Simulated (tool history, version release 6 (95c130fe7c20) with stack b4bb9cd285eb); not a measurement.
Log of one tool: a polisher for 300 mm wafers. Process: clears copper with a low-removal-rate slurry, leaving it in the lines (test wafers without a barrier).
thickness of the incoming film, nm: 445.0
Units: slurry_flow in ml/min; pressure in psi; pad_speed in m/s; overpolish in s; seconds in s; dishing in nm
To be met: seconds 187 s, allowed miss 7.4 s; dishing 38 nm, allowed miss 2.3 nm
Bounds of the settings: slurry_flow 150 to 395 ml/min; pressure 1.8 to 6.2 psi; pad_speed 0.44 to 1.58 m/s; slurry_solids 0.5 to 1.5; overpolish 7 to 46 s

Run 1, day 0: slurry_flow 250 ml/min, pressure 4 psi, pad_speed 1 m/s, slurry_solids 1, overpolish 24 s. Result: seconds 95.022 s, dishing 43.149 nm.
Run 2, day 0.283: slurry_flow 250 ml/min, pressure 3.5 psi, pad_speed 0.98 m/s, slurry_solids 1, overpolish 26 s. Result: seconds 105.55 s, dishing 41.703 nm.
Run 3, day 0.629: slurry_flow 250 ml/min, pressure 3.5 psi, pad_speed 1.1 m/s, slurry_solids 1, overpolish 26 s. Result: seconds 94.888 s, dishing 42.446 nm.
Run 4, day 0.654: slurry_flow 250 ml/min, pressure 3.5 psi, pad_speed 1.1 m/s, slurry_solids 1, overpolish 19 s. Result: seconds 96.492 s, dishing 39.544 nm.
Run 5, day 0.933: slurry_flow 250 ml/min, pressure 3.1 psi, pad_speed 1.02 m/s, slurry_solids 1, overpolish 23 s. Result: seconds 108.39 s, dishing 38.802 nm.
Run 6, day 0.967: slurry_flow 250 ml/min, pressure 2.8 psi, pad_speed 0.94 m/s, slurry_solids 1, overpolish 27 s. Result: seconds 127.75 s, dishing 39.133 nm.
Run 7, day 1.275: slurry_flow 250 ml/min, pressure 2.6 psi, pad_speed 0.9 m/s, slurry_solids 1, overpolish 29 s. Result: seconds 138.08 s, dishing 37.773 nm.
Run 8, day 1.596: slurry_flow 250 ml/min, pressure 2.4 psi, pad_speed 0.86 m/s, slurry_solids 1, overpolish 32 s. Result: seconds 151.05 s, dishing 39.211 nm.
Run 9, day 1.904: slurry_flow 250 ml/min, pressure 2.3 psi, pad_speed 0.84 m/s, slurry_solids 1, overpolish 33 s. Result: seconds 158.92 s, dishing 38.306 nm.
Run 10, day 2.054: slurry_flow 250 ml/min, pressure 2.2 psi, pad_speed 0.82 m/s, slurry_solids 1, overpolish 34 s. Result: seconds 169.11 s, dishing 37.335 nm.
Run 11, day 2.342: slurry_flow 250 ml/min, pressure 2.1 psi, pad_speed 0.82 m/s, slurry_solids 1, overpolish 35 s. Result: seconds 173.52 s, dishing 38.214 nm.
Run 12, day 2.471: slurry_flow 250 ml/min, pressure 2 psi, pad_speed 0.82 m/s, slurry_solids 1, overpolish 35 s. Result: seconds 176.19 s, dishing 37.183 nm.
Run 13, day 2.825: slurry_flow 250 ml/min, pressure 2 psi, pad_speed 0.82 m/s, slurry_solids 1, overpolish 36 s. Result: seconds 175.3 s, dishing 38.378 nm.

5 next moves are on the table. One of them brings every result within its allowed miss. Which?
Run A, day 3.179: slurry_flow 315 ml/min, pressure 2.1 psi, pad_speed 0.64 m/s, slurry_solids 1.1, overpolish 42 s. Result: seconds ?, dishing ?.
Run B, day 3.179: slurry_flow 220 ml/min, pressure 1.8 psi, pad_speed 0.82 m/s, slurry_solids 0.75, overpolish 42 s. Result: seconds ?, dishing ?.
Run C, day 3.179: slurry_flow 230 ml/min, pressure 2.3 psi, pad_speed 0.7 m/s, slurry_solids 1.15, overpolish 38 s. Result: seconds ?, dishing ?.
Run D, day 3.179: slurry_flow 160 ml/min, pressure 2.9 psi, pad_speed 0.7 m/s, slurry_solids 1.1, overpolish 43 s. Result: seconds ?, dishing ?.
Run E, day 3.179: slurry_flow 160 ml/min, pressure 1.8 psi, pad_speed 0.82 m/s, slurry_solids 0.8, overpolish 43 s. Result: seconds ?, dishing ?.

move  seconds  dishing
   A   209.27   37.414
   B   202.71   37.727
   C   184.25   37.967
   D   166.22   41.713
   E   204.01   37.993
A: takes the result that was furthest off past its target
B: takes the result that was furthest off past its target
C: meets every target
D: further off than the last run
E: takes the result that was furthest off past its target
The right move is C.

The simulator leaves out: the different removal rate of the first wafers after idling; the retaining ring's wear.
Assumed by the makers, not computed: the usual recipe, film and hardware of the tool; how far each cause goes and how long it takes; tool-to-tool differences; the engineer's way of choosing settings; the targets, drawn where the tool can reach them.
